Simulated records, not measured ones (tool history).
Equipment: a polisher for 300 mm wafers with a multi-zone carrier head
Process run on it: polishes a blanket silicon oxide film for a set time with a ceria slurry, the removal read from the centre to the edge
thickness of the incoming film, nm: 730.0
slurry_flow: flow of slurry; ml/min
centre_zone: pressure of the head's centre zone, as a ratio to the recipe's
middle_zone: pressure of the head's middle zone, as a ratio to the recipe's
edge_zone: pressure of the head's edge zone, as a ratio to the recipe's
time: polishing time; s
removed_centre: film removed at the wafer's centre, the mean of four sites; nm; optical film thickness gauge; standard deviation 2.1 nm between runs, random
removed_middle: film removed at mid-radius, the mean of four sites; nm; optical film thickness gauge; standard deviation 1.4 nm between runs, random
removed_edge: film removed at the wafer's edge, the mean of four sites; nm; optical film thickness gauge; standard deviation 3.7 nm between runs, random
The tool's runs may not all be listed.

Run 1, hour 0: slurry_flow 300 ml/min, centre_zone 1, middle_zone 1, edge_zone 1, time 76 s. Result: removed_centre 184.68 nm, removed_middle 187.72 nm, removed_edge 193.85 nm.
Run 2, hour 1.2: slurry_flow 300 ml/min, centre_zone 1.01, middle_zone 1, edge_zone 1.02, time 78 s. Result: removed_centre 189.22 nm, removed_middle 191.82 nm, removed_edge 192.26 nm.
Run 3, hour 4: slurry_flow 300 ml/min, centre_zone 1.05, middle_zone 1, edge_zone 1.02, time 78 s. Result: removed_centre 197.43 nm, removed_middle 191.1 nm, removed_edge 189.87 nm.
Run 4, hour 12.3: slurry_flow 300 ml/min, centre_zone 1.05, middle_zone 1, edge_zone 1.1, time 78 s. Result: removed_centre 198.07 nm, removed_middle 193.36 nm, removed_edge 202.03 nm.
Run 5, hour 19.2: slurry_flow 305 ml/min, centre_zone 1.06, middle_zone 1, edge_zone 1.11, time 80 s. Result: removed_centre 203.14 nm, removed_middle 195.54 nm, removed_edge 207.96 nm.
Run 6, hour 26.3: slurry_flow 305 ml/min, centre_zone 1.06, middle_zone 0.91, edge_zone 1.11, time 80 s. Result: removed_centre 204.37 nm, removed_middle 179.55 nm, removed_edge 204.15 nm.
Run 7, hour 28.4: slurry_flow 310 ml/min, centre_zone 1.06, middle_zone 0.92, edge_zone 1.12, time 82 s. Result: removed_centre 209.92 nm, removed_middle 187.89 nm, removed_edge 209.66 nm.
Run 8, hour 34.7: slurry_flow 305 ml/min, centre_zone 1.06, middle_zone 0.93, edge_zone 1.13, time 84 s. Result: removed_centre 220.04 nm, removed_middle 192.92 nm, removed_edge 223.31 nm.

The next listed run, before its measurement:
Run 9, hour 43.5: slurry_flow 305 ml/min, centre_zone 1.06, middle_zone 0.94, edge_zone 1.13, time 85 s. Result: removed_centre ?, removed_middle ?, removed_edge ?.

removed_centre: 218.84 nm
removed_middle: 198.55 nm
removed_edge: 220.54 nm
